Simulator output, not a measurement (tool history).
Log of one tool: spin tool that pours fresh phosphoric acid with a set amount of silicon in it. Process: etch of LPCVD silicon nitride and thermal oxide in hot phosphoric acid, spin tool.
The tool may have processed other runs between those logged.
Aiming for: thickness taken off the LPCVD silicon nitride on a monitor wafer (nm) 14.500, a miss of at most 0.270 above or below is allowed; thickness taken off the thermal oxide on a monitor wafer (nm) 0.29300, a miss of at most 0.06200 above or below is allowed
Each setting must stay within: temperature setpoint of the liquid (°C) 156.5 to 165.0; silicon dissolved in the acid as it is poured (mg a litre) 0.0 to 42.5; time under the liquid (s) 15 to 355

run    day  temperature setpoint of the liquid (°C)  silicon dissolved in the acid as it is poured (mg a litre)  time under the liquid (s)  thickness taken off the LPCVD silicon nitride on a monitor wafer (nm)  thickness taken off the thermal oxide on a monitor wafer (nm)
  1  0.000                                    160.0                                                        18.5                        180                                                                 15.408                                                        0.26894
  2  0.304                                    160.0                                                        18.5                        130                                                                 11.162                                                        0.18202
  3  0.604                                    160.0                                                        12.5                        130                                                                 11.052                                                        0.26063
  4  0.738                                    161.5                                                        12.5                        130                                                                 11.609                                                        0.27101
  5  0.858                                    161.5                                                         3.0                        130                                                                 11.705                                                        0.31119
  6  1.004                                    162.0                                                         5.5                        135                                                                 12.395                                                        0.31839
  7  1.200                                    162.5                                                         7.0                        135                                                                 12.546                                                        0.32529
     1.275  -- heated supply line repaired
  8  1.275                                    163.0                                                         9.0                        135                                                                 14.465                                                        0.38859
  9  1.550                                    163.0                                                        11.0                        135                                                                 14.357                                                        0.44663
 10  1.646                                    163.0                                                        14.0                        135                                                                 14.513                                                        0.36457

4 next moves are on the table. One of them brings every result within its allowed miss. Which?
  A  1.742                                    162.0                                                        22.5                        140                                                                      ?                                                              ?
  B  1.742                                    164.0                                                         9.0                        130                                                                      ?                                                              ?
  C  1.742                                    165.0                                                         0.0                        125                                                                      ?                                                              ?
  D  1.742                                    164.5                                                         1.0                        130                                                                      ?                                                              ?

move  thickness taken off the LPCVD silicon nitride on a monitor wafer (nm)  thickness taken off the thermal oxide on a monitor wafer (nm)
   A                                                                 14.516                                                        0.28309
   B                                                                 14.402                                                        0.43063
   C                                                                 14.311                                                        0.53235
   D                                                                 14.641                                                        0.52422
A: each result inside its tolerance
B: misses by more than the last run did
C: misses by more than the last run did
D: misses by more than the last run did
So the answer is move A, the one that meets all the targets.
